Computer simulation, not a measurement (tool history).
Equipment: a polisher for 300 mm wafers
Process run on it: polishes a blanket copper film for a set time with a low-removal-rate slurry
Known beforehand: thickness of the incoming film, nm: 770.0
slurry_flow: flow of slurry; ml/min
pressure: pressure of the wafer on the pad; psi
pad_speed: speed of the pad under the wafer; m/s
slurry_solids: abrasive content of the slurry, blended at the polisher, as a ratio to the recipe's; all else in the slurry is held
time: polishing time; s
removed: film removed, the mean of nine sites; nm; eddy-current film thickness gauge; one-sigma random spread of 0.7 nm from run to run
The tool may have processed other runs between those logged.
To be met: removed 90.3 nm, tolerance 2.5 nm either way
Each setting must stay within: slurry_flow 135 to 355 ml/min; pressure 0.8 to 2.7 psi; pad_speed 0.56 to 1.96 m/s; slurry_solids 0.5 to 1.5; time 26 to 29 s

run 1 day=0 | slurry_flow=225 pressure=1.7 pad_speed=1.26 slurry_solids=1 time=29 | removed=50.503
run 2 day=0.025 | slurry_flow=230 pressure=1.9 pad_speed=1.26 slurry_solids=1 time=29 | removed=54.849
run 3 day=0.088 | slurry_flow=230 pressure=1.5 pad_speed=1.26 slurry_solids=1 time=29 | removed=45.359
run 4 day=0.388 | slurry_flow=230 pressure=1.8 pad_speed=1.28 slurry_solids=1 time=29 | removed=53.923
run 5 day=0.717 | slurry_flow=235 pressure=2 pad_speed=1.3 slurry_solids=1 time=29 | removed=60.248
run 6 day=0.883 | slurry_flow=235 pressure=2 pad_speed=1.3 slurry_solids=0.8 time=29 | removed=57.716
run 7 day=0.971 | slurry_flow=235 pressure=2.2 pad_speed=1.32 slurry_solids=0.8 time=29 | removed=63.713
run 8 day=1.092 | slurry_flow=240 pressure=2.3 pad_speed=1.36 slurry_solids=0.8 time=29 | removed=67.984
run 9 day=1.188 | slurry_flow=240 pressure=2.4 pad_speed=1.4 slurry_solids=0.8 time=29 | removed=71.536
run 10 day=1.221 | slurry_flow=240 pressure=2.5 pad_speed=1.44 slurry_solids=0.8 time=29 | removed=77.48
run 11 day=1.492 | slurry_flow=240 pressure=2.5 pad_speed=1.46 slurry_solids=0.8 time=29 | removed=78.823
run 12 day=1.712 | slurry_flow=240 pressure=2.5 pad_speed=1.48 slurry_solids=0.8 time=29 | removed=79.144
run 13 day=2.058 | slurry_flow=240 pressure=2.5 pad_speed=1.5 slurry_solids=0.8 time=29 | removed=79.258
run 14 day=2.225 | slurry_flow=245 pressure=2.5 pad_speed=1.52 slurry_solids=0.8 time=29 | removed=82.618
run 15 day=2.512 | slurry_flow=255 pressure=2.5 pad_speed=1.52 slurry_solids=0.8 time=29 | removed=82.086
run 16 day=2.554 | slurry_flow=260 pressure=2.6 pad_speed=1.52 slurry_solids=0.8 time=29 | removed=84.548

4 next moves are on the table. One of them brings every result within its allowed miss. Which?
run A day=2.596 | slurry_flow=315 pressure=2.7 pad_speed=1.6 slurry_solids=0.8 time=29 | removed=?
run B day=2.596 | slurry_flow=310 pressure=2.7 pad_speed=1.5 slurry_solids=0.95 time=28 | removed=?
run C day=2.596 | slurry_flow=265 pressure=2.7 pad_speed=1.82 slurry_solids=0.9 time=26 | removed=?
run D day=2.596 | slurry_flow=275 pressure=2.7 pad_speed=1.84 slurry_solids=0.55 time=29 | removed=?

move=A removed=95.077
move=B removed=89.932
move=C removed=95.295
move=D removed=97.271
A: carries the result that was furthest off beyond its target, to the other side
B: hits every target within its allowed miss
C: carries the result that was furthest off beyond its target, to the other side
D: carries the result that was furthest off beyond its target, to the other side
So the answer is move B, the one that meets all the targets.

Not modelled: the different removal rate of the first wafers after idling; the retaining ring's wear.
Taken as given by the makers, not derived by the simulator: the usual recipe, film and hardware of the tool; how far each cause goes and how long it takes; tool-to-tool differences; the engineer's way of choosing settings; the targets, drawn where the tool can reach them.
